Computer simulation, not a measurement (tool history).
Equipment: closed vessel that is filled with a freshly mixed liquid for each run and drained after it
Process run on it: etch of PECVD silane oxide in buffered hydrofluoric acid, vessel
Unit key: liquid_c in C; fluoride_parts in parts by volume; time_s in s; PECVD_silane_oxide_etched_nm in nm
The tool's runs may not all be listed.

Run 1, hour 0.0: liquid_c 20.0 C, fluoride_parts 7.5 parts by volume, time_s 35 s. Result: PECVD_silane_oxide_etched_nm 66.514 nm.
Run 2, hour 5.0: liquid_c 20.0 C, fluoride_parts 9.5 parts by volume, time_s 35 s. Result: PECVD_silane_oxide_etched_nm 51.874 nm.
Run 3, hour 9.8: liquid_c 20.0 C, fluoride_parts 9.5 parts by volume, time_s 30 s. Result: PECVD_silane_oxide_etched_nm 45.656 nm.
Run 4, hour 17.8: liquid_c 19.5 C, fluoride_parts 9.5 parts by volume, time_s 30 s. Result: PECVD_silane_oxide_etched_nm 42.978 nm.
Run 5, hour 26.2: liquid_c 22.5 C, fluoride_parts 9.5 parts by volume, time_s 30 s. Result: PECVD_silane_oxide_etched_nm 52.392 nm.
Run 6, hour 30.8: liquid_c 22.5 C, fluoride_parts 11.0 parts by volume, time_s 30 s. Result: PECVD_silane_oxide_etched_nm 45.246 nm.
Run 7, hour 35.0: liquid_c 21.5 C, fluoride_parts 11.0 parts by volume, time_s 30 s. Result: PECVD_silane_oxide_etched_nm 43.151 nm.
Run 8, hour 39.4: liquid_c 20.5 C, fluoride_parts 11.0 parts by volume, time_s 30 s. Result: PECVD_silane_oxide_etched_nm 40.879 nm.
Run 9, hour 48.0: liquid_c 20.0 C, fluoride_parts 11.0 parts by volume, time_s 30 s. Result: PECVD_silane_oxide_etched_nm 39.043 nm.
At hour 51.4: thermometer replaced.
Run 10, hour 51.4: liquid_c 19.5 C, fluoride_parts 11.0 parts by volume, time_s 30 s. Result: PECVD_silane_oxide_etched_nm 41.635 nm.
Run 11, hour 60.0: liquid_c 19.0 C, fluoride_parts 11.5 parts by volume, time_s 30 s. Result: PECVD_silane_oxide_etched_nm 39.796 nm.

Run 12 comes next. What will it give?
Run 12, hour 63.0: liquid_c 18.5 C, fluoride_parts 11.5 parts by volume, time_s 30 s. Result: PECVD_silane_oxide_etched_nm ?.

{"run 12": {"PECVD_silane_oxide_etched_nm": 37.638}}
